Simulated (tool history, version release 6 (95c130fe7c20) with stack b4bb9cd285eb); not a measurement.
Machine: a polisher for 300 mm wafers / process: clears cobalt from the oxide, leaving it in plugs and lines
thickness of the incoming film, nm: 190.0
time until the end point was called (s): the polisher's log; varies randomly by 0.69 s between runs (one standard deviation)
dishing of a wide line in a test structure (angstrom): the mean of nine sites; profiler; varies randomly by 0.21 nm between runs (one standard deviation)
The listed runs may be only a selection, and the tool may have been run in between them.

run,day,flow of slurry (ml/min),pressure of the wafer on the pad (psi),speed of the pad under the wafer (cm/s),overpolish time after the end point (s),time until the end point was called (s),dishing of a wide line in a test structure (angstrom)
1,0,140,1.7,116,13,33.229,301.81
2,0.279,140,1.7,144,13,28.128,320.19
3,0.642,140,2,144,13,24.748,322.04
4,0.704,130,2.1,128,11,25.375,313.74
5,0.967,145,1.9,128,10,27.172,296.48
6,1.262,160,1.9,114,9,29.485,277.56

What will run 7 give?
7,1.6,200,2,82,4,?,?

{"run 7": {"time until the end point was called (s)": 36.322, "dishing of a wide line in a test structure (angstrom)": 157.62}}
